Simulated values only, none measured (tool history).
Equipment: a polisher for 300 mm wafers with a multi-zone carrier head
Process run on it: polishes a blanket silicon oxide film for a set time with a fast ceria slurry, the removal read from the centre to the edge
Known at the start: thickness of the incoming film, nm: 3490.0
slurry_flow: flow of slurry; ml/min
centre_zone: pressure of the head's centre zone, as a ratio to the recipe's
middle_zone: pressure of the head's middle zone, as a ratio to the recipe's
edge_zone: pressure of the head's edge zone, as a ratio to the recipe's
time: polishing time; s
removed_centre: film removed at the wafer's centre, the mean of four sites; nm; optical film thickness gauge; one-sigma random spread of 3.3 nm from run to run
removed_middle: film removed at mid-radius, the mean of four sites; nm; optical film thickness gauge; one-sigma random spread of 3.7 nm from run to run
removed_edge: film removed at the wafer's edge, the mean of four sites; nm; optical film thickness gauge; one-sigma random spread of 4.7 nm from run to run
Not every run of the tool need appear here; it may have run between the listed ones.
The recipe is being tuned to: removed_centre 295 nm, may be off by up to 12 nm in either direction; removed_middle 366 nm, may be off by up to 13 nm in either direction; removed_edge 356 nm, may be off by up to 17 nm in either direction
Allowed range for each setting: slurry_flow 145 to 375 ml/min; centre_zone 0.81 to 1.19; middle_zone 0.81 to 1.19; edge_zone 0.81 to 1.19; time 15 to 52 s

Run 1, day 0: slurry_flow 240 ml/min, centre_zone 1, middle_zone 1, edge_zone 1, time 33 s. Result: removed_centre 522.75 nm, removed_middle 519.77 nm, removed_edge 528.52 nm.
Run 2, day 0.196: slurry_flow 230 ml/min, centre_zone 0.94, middle_zone 1, edge_zone 0.98, time 30 s. Result: removed_centre 446.81 nm, removed_middle 467.9 nm, removed_edge 472.8 nm.
Run 3, day 0.358: slurry_flow 230 ml/min, centre_zone 0.94, middle_zone 1, edge_zone 0.98, time 24 s. Result: removed_centre 364.13 nm, removed_middle 379.51 nm, removed_edge 381.11 nm.
Run 4, day 0.704: slurry_flow 230 ml/min, centre_zone 0.94, middle_zone 1, edge_zone 1.01, time 24 s. Result: removed_centre 363.72 nm, removed_middle 379.57 nm, removed_edge 382.95 nm.
Run 5, day 0.788: slurry_flow 220 ml/min, centre_zone 0.9, middle_zone 1.01, edge_zone 1.02, time 23 s. Result: removed_centre 333.56 nm, removed_middle 374.39 nm, removed_edge 369.52 nm.
Run 6, day 0.971: slurry_flow 220 ml/min, centre_zone 0.9, middle_zone 1.01, edge_zone 1.02, time 17 s. Result: removed_centre 244.36 nm, removed_middle 268.51 nm, removed_edge 276.15 nm.
Run 7, day 1.329: slurry_flow 220 ml/min, centre_zone 0.9, middle_zone 1.01, edge_zone 1.02, time 17 s. Result: removed_centre 242.49 nm, removed_middle 265.67 nm, removed_edge 273.7 nm.
Run 8, day 1.525: slurry_flow 250 ml/min, centre_zone 0.89, middle_zone 1.11, edge_zone 1.12, time 25 s. Result: removed_centre 361.38 nm, removed_middle 443.89 nm, removed_edge 432.03 nm.
Run 9, day 1.871: slurry_flow 235 ml/min, centre_zone 0.87, middle_zone 1.09, edge_zone 1.08, time 25 s. Result: removed_centre 351.3 nm, removed_middle 422.31 nm, removed_edge 410.92 nm.
Run 10, day 1.925: slurry_flow 220 ml/min, centre_zone 0.85, middle_zone 1.09, edge_zone 1.07, time 24 s. Result: removed_centre 318.77 nm, removed_middle 408.87 nm, removed_edge 390.46 nm.

Pick the move, out of 4, that brings all results within their allowed miss; only one does.
Run A, day 1.979: slurry_flow 265 ml/min, centre_zone 0.94, middle_zone 0.89, edge_zone 1.19, time 24 s. Result: removed_centre ?, removed_middle ?, removed_edge ?.
Run B, day 1.979: slurry_flow 305 ml/min, centre_zone 1.01, middle_zone 1.06, edge_zone 0.9, time 20 s. Result: removed_centre ?, removed_middle ?, removed_edge ?.
Run C, day 1.979: slurry_flow 185 ml/min, centre_zone 0.81, middle_zone 1.09, edge_zone 1.07, time 22 s. Result: removed_centre ?, removed_middle ?, removed_edge ?.
Run D, day 1.979: slurry_flow 265 ml/min, centre_zone 0.87, middle_zone 1.09, edge_zone 1.07, time 21 s. Result: removed_centre ?, removed_middle ?, removed_edge ?.

move  removed_centre  removed_middle  removed_edge
   A          369.23          350.54        424.66
   B          336.89           343.6        311.44
   C          274.91          361.78        353.38
   D          299.24          364.02        350.95
A: the result that was furthest off in the last run now lies on the other side of its target
B: the result that was furthest off in the last run now lies on the other side of its target
C: the worst result of the last run now meets its target, but another is out of spec
D: every result within its allowed miss
D is the move that brings every result within its allowed miss.
